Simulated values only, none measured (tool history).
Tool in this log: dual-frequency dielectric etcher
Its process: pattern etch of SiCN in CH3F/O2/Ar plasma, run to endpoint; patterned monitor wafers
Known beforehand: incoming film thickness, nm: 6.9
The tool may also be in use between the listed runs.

| run | day | source power (W) | bias power (W) | endpoint time (s) |
|---|---|---|---|---|
| 1 | 0 | 390 | 77 | 16.309 |
| 2 | 0.329 | 410 | 78 | 15.892 |
| 3 | 0.408 | 410 | 85 | 15.438 |
| 4 | 0.612 | 450 | 85 | 15.001 |
| 5 | 0.975 | 390 | 85 | 15.721 |
| 6 | 1.125 | 390 | 78 | 16.145 |

Forecast run 7:
| 7 | 1.421 | 410 | 80 | ? |

{"run 7": {"endpoint time (s)": 15.773}}

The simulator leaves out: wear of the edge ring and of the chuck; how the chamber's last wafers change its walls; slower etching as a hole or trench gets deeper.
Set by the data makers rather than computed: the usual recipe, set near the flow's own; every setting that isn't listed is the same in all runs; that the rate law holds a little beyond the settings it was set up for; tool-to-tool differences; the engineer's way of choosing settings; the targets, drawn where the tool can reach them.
